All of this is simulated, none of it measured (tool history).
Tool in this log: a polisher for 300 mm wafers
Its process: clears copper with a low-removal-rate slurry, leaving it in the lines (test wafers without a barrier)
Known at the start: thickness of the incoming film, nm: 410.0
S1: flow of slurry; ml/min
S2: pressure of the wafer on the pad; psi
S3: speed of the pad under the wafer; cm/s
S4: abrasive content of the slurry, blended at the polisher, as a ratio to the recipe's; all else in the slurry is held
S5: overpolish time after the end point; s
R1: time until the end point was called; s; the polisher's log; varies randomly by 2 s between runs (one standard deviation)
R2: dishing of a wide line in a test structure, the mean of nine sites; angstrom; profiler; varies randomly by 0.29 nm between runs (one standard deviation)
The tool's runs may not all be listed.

run    day   S1   S2   S3   S4  S5       R1      R2
  1  0.000  250  2.9  142  1.0  10   86.623  311.92
  2  0.279  250  2.9  142  1.0   7   89.442  231.44
  3  0.396  250  2.9  142  1.2   7   84.610  230.20
  4  0.692  250  2.9  122  1.2   7   99.704  209.79
  5  0.925  245  2.8  122  1.2   7   98.569  207.62
  6  1.004  245  2.8  122  1.2  11  100.720  294.22
  7  1.350  245  2.7  120  1.2  11  107.630  279.88
  8  1.504  245  2.6  120  1.2  11  109.000  279.06
  9  1.662  245  2.5  118  1.2  11  115.410  258.86
 10  1.754  245  2.4  118  1.2  11  121.040  259.92
 11  1.875  245  2.3  118  1.2  11  125.960  246.56
 12  1.992  245  2.2  118  1.2  11  132.250  239.02
 13  2.304  245  2.1  118  1.2  11  136.970  230.10

Expected results for the next run?
 14  2.588  245  2.0  118  1.2  11   ?   ?

R1: 146.370 s
R2: 220.46 angstrom
